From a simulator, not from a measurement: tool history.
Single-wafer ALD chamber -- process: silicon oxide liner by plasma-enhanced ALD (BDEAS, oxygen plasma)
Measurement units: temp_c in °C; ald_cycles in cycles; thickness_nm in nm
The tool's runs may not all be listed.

{"run": 1, "hour": 0.0, "temp_c": 315, "ald_cycles": 22, "thickness_nm": 2.0182}
{"run": 2, "hour": 1.0, "temp_c": 324, "ald_cycles": 22, "thickness_nm": 1.9776}
{"run": 3, "hour": 3.9, "temp_c": 317, "ald_cycles": 22, "thickness_nm": 1.9927}
{"run": 4, "hour": 11.0, "temp_c": 306, "ald_cycles": 22, "thickness_nm": 2.0326}
{"run": 5, "hour": 15.0, "temp_c": 306, "ald_cycles": 24, "thickness_nm": 2.2231}
{"run": 6, "hour": 20.2, "temp_c": 306, "ald_cycles": 23, "thickness_nm": 2.1226}

Run 7 comes next. What will it give?
{"run": 7, "hour": 26.4, "temp_c": 306, "ald_cycles": 24, "thickness_nm": "?"}

{"run 7": {"thickness_nm": 2.2361}}
